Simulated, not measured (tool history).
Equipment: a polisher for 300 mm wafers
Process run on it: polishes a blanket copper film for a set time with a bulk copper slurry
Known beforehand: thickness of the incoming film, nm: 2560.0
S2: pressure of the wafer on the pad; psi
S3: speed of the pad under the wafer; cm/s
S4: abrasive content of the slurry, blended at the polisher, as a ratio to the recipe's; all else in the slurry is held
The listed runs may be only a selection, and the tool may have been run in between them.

{"run": 1, "hour": 0.0, "flow of slurry (ml/min)": 230, "S2": 2.8, "S3": 134, "S4": 1, "polishing time (s)": 36, "film removed (Å)": 4940.3}
{"run": 2, "hour": 8.5, "flow of slurry (ml/min)": 230, "S2": 3, "S3": 134, "S4": 1, "polishing time (s)": 36, "film removed (Å)": 5269.2}
{"run": 3, "hour": 9.7, "flow of slurry (ml/min)": 230, "S2": 3, "S3": 134, "S4": 0.9, "polishing time (s)": 36, "film removed (Å)": 5265.1}
{"run": 4, "hour": 16.7, "flow of slurry (ml/min)": 230, "S2": 3, "S3": 156, "S4": 0.9, "polishing time (s)": 36, "film removed (Å)": 5786.8}
{"run": 5, "hour": 20.0, "flow of slurry (ml/min)": 230, "S2": 2.6, "S3": 156, "S4": 0.9, "polishing time (s)": 36, "film removed (Å)": 4937.6}
{"hour": 20.8, "done": "slurry blender recalibrated"}
{"run": 6, "hour": 20.8, "flow of slurry (ml/min)": 230, "S2": 2.7, "S3": 156, "S4": 0.9, "polishing time (s)": 36, "film removed (Å)": 5680.1}

What does the tool deliver on the next run?
{"run": 7, "hour": 27.4, "flow of slurry (ml/min)": 230, "S2": 2.8, "S3": 156, "S4": 0.9, "polishing time (s)": 36, "film removed (Å)": "?"}

Run 7 gave film removed (Å) 5767.3.

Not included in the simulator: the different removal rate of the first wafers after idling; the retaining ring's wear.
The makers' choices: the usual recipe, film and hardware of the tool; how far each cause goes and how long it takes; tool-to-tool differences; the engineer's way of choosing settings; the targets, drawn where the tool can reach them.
